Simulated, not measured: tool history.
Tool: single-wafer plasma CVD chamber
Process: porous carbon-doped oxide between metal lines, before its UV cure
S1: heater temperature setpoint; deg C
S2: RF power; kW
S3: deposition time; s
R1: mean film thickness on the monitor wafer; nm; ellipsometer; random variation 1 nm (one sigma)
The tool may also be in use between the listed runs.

| run | hour | S1 | S2 | S3 | R1 |
|---|---|---|---|---|---|
| 1 | 0 | 300 | 0.63 | 23.5 | 151.24 |
| 2 | 7.7 | 305 | 0.63 | 23.5 | 147.77 |
| 3 | 8.3 | 305 | 0.665 | 23.5 | 153.46 |
| 4 | 15.5 | 295 | 0.665 | 23.5 | 161.49 |
| 5 | 24 | 293 | 0.67 | 23.5 | 163.68 |
| 6 | 28.7 | 291 | 0.675 | 23.5 | 165.83 |
| 7 | 30.6 | 290 | 0.68 | 23.5 | 167.58 |
| 8 | 31.3 | 290 | 0.68 | 23.5 | 167.89 |
| 9 | 40 | 289 | 0.685 | 23.5 | 168.58 |
| 10 | 44.6 | 288 | 0.69 | 23.5 | 172.01 |
| 11 | 52.1 | 287 | 0.69 | 23.5 | 172.53 |
| 12 | 54.9 | 286 | 0.69 | 23.5 | 174.81 |
| 13 | 58.2 | 286 | 0.69 | 23.5 | 174.64 |

Forecast run 14:
| 14 | 60.2 | 285 | 0.69 | 23.5 | ? |

Run 14 gave R1 173.76 nm.
